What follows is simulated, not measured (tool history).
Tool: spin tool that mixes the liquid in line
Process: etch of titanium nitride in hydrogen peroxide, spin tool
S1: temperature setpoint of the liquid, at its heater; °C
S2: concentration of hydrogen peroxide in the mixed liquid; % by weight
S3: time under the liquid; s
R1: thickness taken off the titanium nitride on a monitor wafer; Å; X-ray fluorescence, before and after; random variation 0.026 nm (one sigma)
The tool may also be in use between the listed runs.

| run | hour | S1 | S2 | S3 | R1 |
|---|---|---|---|---|---|
| 1 | 0.0 | 57.0 | 17.5 | 130 | 132.390 |
| 2 | 2.4 | 55.5 | 17.5 | 130 | 118.550 |
| 3 | 5.2 | 54.0 | 17.5 | 130 | 106.790 |
| 4 | 9.3 | 54.0 | 17.5 | 130 | 106.730 |
| 5 | 12.4 | 54.0 | 14.5 | 130 | 102.840 |
| 6 | 14.4 | 54.0 | 17.5 | 130 | 107.040 |

Forecast run 7:
| 7 | 20.4 | 52.5 | 17.5 | 130 | ? |

{"run 7": {"R1": 97.438}}

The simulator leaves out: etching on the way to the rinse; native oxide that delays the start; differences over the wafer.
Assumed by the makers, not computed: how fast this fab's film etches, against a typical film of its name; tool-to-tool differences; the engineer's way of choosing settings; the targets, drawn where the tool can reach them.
